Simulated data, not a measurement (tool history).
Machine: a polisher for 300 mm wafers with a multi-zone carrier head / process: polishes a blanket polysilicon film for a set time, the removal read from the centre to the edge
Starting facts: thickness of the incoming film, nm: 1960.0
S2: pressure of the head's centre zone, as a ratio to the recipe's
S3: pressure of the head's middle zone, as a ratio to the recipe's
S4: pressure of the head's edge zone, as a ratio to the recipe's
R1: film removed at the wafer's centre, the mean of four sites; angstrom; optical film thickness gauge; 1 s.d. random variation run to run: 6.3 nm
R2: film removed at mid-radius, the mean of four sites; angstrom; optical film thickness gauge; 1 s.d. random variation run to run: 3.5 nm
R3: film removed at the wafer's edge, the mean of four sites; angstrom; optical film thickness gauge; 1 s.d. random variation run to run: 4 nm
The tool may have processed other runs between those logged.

run 1 hour=0.0 | flow_of_slurry_(ml/min)=195 S2=1.00 S3=1.00 S4=1.00 polishing_time_(s)=60 | R1=4014.8 R2=4089.0 R3=4210.8
run 2 hour=2.3 | flow_of_slurry_(ml/min)=225 S2=1.00 S3=1.00 S4=1.00 polishing_time_(s)=60 | R1=4108.4 R2=4113.8 R3=4295.6
run 3 hour=3.2 | flow_of_slurry_(ml/min)=190 S2=1.00 S3=1.00 S4=1.00 polishing_time_(s)=60 | R1=3930.2 R2=4066.9 R3=4176.5
run 4 hour=6.7 | flow_of_slurry_(ml/min)=190 S2=1.00 S3=1.00 S4=1.00 polishing_time_(s)=72 | R1=4821.1 R2=4812.0 R3=4971.3
run 5 hour=7.4 | flow_of_slurry_(ml/min)=150 S2=1.00 S3=1.00 S4=1.00 polishing_time_(s)=72 | R1=4848.8 R2=4691.2 R3=5067.5
run 6 hour=9.9 | flow_of_slurry_(ml/min)=150 S2=1.01 S3=0.99 S4=0.99 polishing_time_(s)=72 | R1=4834.0 R2=4678.4 R3=4991.5
run 7 hour=16.6 | flow_of_slurry_(ml/min)=150 S2=1.02 S3=0.98 S4=0.98 polishing_time_(s)=72 | R1=4826.8 R2=4652.6 R3=4949.3

What does the tool deliver on the next run?
run 8 hour=17.7 | flow_of_slurry_(ml/min)=150 S2=1.04 S3=0.97 S4=0.98 polishing_time_(s)=72 | R1=? R2=? R3=?

R1: 4866.0 angstrom
R2: 4565.6 angstrom
R3: 4847.0 angstrom

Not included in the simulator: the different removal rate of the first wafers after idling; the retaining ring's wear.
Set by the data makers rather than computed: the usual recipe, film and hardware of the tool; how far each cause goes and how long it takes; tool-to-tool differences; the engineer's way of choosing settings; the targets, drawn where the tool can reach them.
